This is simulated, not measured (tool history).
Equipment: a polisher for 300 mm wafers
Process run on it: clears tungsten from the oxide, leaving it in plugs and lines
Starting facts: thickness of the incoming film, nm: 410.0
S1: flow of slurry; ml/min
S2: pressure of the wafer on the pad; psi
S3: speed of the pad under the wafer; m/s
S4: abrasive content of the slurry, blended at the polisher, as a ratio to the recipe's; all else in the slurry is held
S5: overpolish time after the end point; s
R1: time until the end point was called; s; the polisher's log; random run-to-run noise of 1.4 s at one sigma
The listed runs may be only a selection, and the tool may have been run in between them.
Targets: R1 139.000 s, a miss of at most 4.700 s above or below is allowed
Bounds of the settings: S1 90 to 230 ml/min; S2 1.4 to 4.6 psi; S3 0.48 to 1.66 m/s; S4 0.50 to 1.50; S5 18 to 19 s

| run | day | S1 | S2 | S3 | S4 | S5 | R1 |
|---|---|---|---|---|---|---|---|
| 1 | 0.000 | 150 | 3.0 | 1.06 | 1.00 | 18 | 86.229 |
| 2 | 0.246 | 150 | 2.8 | 1.06 | 1.00 | 18 | 92.253 |
| 3 | 0.346 | 150 | 3.1 | 1.06 | 1.00 | 18 | 82.612 |
| 4 | 0.492 | 150 | 2.9 | 1.06 | 1.00 | 18 | 89.366 |
| 5 | 0.667 | 165 | 2.9 | 1.06 | 1.00 | 18 | 89.435 |
| 6 | 0.712 | 165 | 2.9 | 1.06 | 1.00 | 19 | 89.749 |
| 7 | 0.775 | 165 | 2.7 | 1.06 | 1.00 | 19 | 93.326 |
| 8 | 1.012 | 165 | 2.5 | 1.06 | 1.00 | 19 | 100.790 |
| 9 | 1.254 | 165 | 2.4 | 1.06 | 1.00 | 19 | 106.560 |
| 10 | 1.404 | 165 | 2.4 | 1.06 | 1.00 | 19 | 105.760 |
| 11 | 1.758 | 165 | 2.3 | 1.06 | 1.00 | 19 | 110.530 |
| 12 | 1.904 | 145 | 1.6 | 1.06 | 1.00 | 19 | 160.250 |
| 13 | 2.104 | 150 | 1.6 | 1.06 | 1.00 | 19 | 154.150 |
| 14 | 2.458 | 155 | 1.6 | 1.06 | 1.00 | 19 | 155.810 |
| 15 | 2.500 | 160 | 1.6 | 1.06 | 1.00 | 19 | 157.940 |

Of the 5 settings listed for the next run, only one would bring every result within its allowed miss of target. Which one?
| A | 2.542 | 155 | 1.5 | 0.96 | 0.95 | 19 | ? |
| B | 2.542 | 155 | 1.8 | 1.18 | 0.90 | 18 | ? |
| C | 2.542 | 145 | 1.7 | 1.12 | 0.85 | 19 | ? |
| D | 2.542 | 175 | 1.9 | 1.04 | 0.85 | 18 | ? |
| E | 2.542 | 230 | 1.4 | 1.24 | 0.90 | 18 | ? |

| move | R1 |
|---|---|
| A | 188.120 |
| B | 131.270 |
| C | 149.680 |
| D | 139.970 |
| E | 149.640 |
A: further off than the last run
B: carries the result that was furthest off beyond its target, to the other side
C: gains on the last run, yet a result remains outside its allowed miss
D: hits every target within its allowed miss
E: gains on the last run, yet a result remains outside its allowed miss
Go with D: it meets all targets.
